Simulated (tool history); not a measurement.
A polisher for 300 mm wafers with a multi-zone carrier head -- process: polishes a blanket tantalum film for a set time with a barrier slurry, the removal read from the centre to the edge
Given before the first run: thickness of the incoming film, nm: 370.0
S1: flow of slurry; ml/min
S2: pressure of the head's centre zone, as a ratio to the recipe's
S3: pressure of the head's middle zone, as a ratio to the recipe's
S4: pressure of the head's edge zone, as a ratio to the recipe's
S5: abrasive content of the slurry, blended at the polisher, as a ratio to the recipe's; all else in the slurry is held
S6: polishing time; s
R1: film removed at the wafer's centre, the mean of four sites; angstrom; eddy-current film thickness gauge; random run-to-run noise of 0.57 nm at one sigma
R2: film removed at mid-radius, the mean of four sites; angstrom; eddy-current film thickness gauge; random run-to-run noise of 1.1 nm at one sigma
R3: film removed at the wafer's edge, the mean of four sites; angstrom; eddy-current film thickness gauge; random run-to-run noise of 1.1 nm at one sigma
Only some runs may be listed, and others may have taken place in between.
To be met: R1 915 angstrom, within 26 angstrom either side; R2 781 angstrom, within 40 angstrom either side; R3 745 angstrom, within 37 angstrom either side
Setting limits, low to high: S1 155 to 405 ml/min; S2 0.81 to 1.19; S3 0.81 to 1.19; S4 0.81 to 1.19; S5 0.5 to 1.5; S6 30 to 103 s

run	hour	S1	S2	S3	S4	S5	S6	R1	R2	R3
1	0	260	1	1	1	1	66	705.16	689.62	687.05
2	4.6	260	1.03	1	1	1	66	725.26	710.15	694.99
3	7.5	260	1.03	1	1	0.85	66	698.51	696.47	674.41
4	12.5	265	1.05	1	1	0.9	66	727.68	697.16	673.67
5	20.7	265	1.05	1.06	1	0.9	66	734.43	720.16	672.79
6	27.9	265	1.05	0.98	1	0.9	66	719.69	674.92	688.53
7	28.6	300	1.15	1.08	1.05	1.15	67	854.46	807.56	753.73
8	34	300	1.15	1.07	1.04	1.15	67	862.6	776.69	746.48
9	41.5	310	1.17	1.08	1.02	1.2	67	883.04	798	748.66
10	49.8	310	1.17	1.08	1.01	1.2	67	877.22	788.7	733.58

Which single option among these 5 for the next run brings every result within its allowed miss of target? Just one does.
A	58.1	330	1.1	1.1	1.04	1.4	66	?	?	?
B	58.1	285	1.12	1.12	0.97	1.25	67	?	?	?
C	58.1	280	1.16	1.09	1.03	1	68	?	?	?
D	58.1	255	1.17	1.06	0.93	1.35	63	?	?	?
E	58.1	320	1.19	1.06	1.03	1.25	67	?	?	?

move	R1	R2	R3
A	843.3	849.46	755.44
B	842.2	847.1	719.11
C	846.39	802.93	718.96
D	829.59	762.83	667.81
E	904.65	815.75	746.42
A: further off than the last run
B: further off than the last run
C: further off than the last run
D: further off than the last run
E: all results in spec
Go with E: it meets all targets.
